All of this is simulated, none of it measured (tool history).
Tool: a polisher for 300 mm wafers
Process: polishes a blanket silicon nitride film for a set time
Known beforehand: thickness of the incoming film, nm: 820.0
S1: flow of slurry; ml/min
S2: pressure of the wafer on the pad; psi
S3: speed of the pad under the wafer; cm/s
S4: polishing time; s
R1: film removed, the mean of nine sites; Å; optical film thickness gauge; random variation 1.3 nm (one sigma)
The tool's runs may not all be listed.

run	hour	S1	S2	S3	S4	R1
1	0	310	4.4	114	79	2056.5
2	5.6	310	4.4	114	79	2090.7
3	14.2	310	4.2	114	79	2016.8
4	19.9	310	4	114	79	1956.9
5	22.7	310	3.8	114	79	1843.1
6	29.7	310	3.8	114	79	1838.8
7	31.3	310	3.7	114	79	1833.9

The next listed run, before its measurement:
8	38.3	310	3.5	114	79	?

R1: 1743.3 Å
